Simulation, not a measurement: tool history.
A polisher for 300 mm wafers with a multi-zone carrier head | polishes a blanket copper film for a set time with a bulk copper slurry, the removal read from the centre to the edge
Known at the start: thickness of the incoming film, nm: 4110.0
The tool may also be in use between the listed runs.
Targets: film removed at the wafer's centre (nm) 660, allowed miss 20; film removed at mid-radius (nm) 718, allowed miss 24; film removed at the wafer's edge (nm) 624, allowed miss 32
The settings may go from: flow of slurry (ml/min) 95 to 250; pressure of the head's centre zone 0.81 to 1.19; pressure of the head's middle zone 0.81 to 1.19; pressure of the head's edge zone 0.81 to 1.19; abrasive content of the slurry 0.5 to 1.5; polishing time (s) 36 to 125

run  hour  flow of slurry (ml/min)  pressure of the head's centre zone  pressure of the head's middle zone  pressure of the head's edge zone  abrasive content of the slurry  polishing time (s)  film removed at the wafer's centre (nm)  film removed at mid-radius (nm)  film removed at the wafer's edge (nm)
  1     0                      160                                   1                                   1                                 1                               1                  80                                    515.6                           508.74                                 485.02
  2   2.4                      160                                   1                                   1                              1.07                               1                  80                                   511.23                           510.15                                 531.28
  3   5.9                      160                                   1                                   1                              1.07                            1.15                  80                                   532.91                           533.45                                  549.6
  4  14.1                      170                                1.01                                1.03                              1.07                             1.2                  80                                   554.87                           557.17                                 552.77
  5  17.6                      170                                1.01                                1.03                              1.11                             1.2                  80                                   550.66                           548.15                                 558.21
  6  18.9                      175                                1.01                                1.05                              1.11                            1.25                  81                                    566.1                           585.66                                 589.89
  7  27.2                      185                                1.02                                1.07                              1.11                            1.25                  81                                   586.13                           592.77                                 576.14
  8  28.4                      185                                1.02                                1.07                              1.11                            1.25                  81                                   581.42                           591.37                                  584.7
  9  36.8                      190                                1.02                                1.09                              1.11                             1.3                  81                                   592.26                           609.33                                 580.55
 10    39                      195                                1.02                                1.11                              1.11                            1.35                  81                                   591.49                           632.56                                 588.34
 11  40.3                      200                                1.03                                1.12                              1.11                             1.4                  81                                   611.55                           651.39                                 614.39
     42.3  -- worn pad replaced by a new one
 12  42.3                      240                                1.06                                1.19                              1.04                            1.35                  82                                   689.25                           758.03                                  655.5
 13    47                      235                                1.06                                1.19                              1.04                            1.35                  82                                   681.16                           742.94                                 642.54
 14  48.7                      230                                1.06                                1.19                              1.04                            1.35                  82                                   689.96                           740.04                                 633.02

5 next moves are on the table. One of them brings every result within its allowed miss. Which?
  A  50.4                      230                                1.11                                1.15                              1.03                             1.3                  84                                        ?                                ?                                      ?
  B  50.4                      165                                1.13                                1.12                              0.88                             1.1                  90                                        ?                                ?                                      ?
  C  50.4                      250                                1.13                                1.14                              1.15                             0.9                  92                                        ?                                ?                                      ?
  D  50.4                      200                                1.04                                1.17                              1.05                             1.4                  81                                        ?                                ?                                      ?
  E  50.4                      240                                0.98                                1.19                              0.97                             1.2                  85                                        ?                                ?                                      ?

move  film removed at the wafer's centre (nm)  film removed at mid-radius (nm)  film removed at the wafer's edge (nm)
   A                                    711.5                           737.53                                 628.55
   B                                   696.11                           701.39                                 578.05
   C                                      723                           733.74                                 662.67
   D                                   654.86                           721.96                                 614.44
   E                                   652.15                           757.02                                 607.93
A: further off than the last run
B: further off than the last run
C: further off than the last run
D: meets every target
E: brings the result that was furthest off to its target, and leaves another outside
Move D is the one to make.
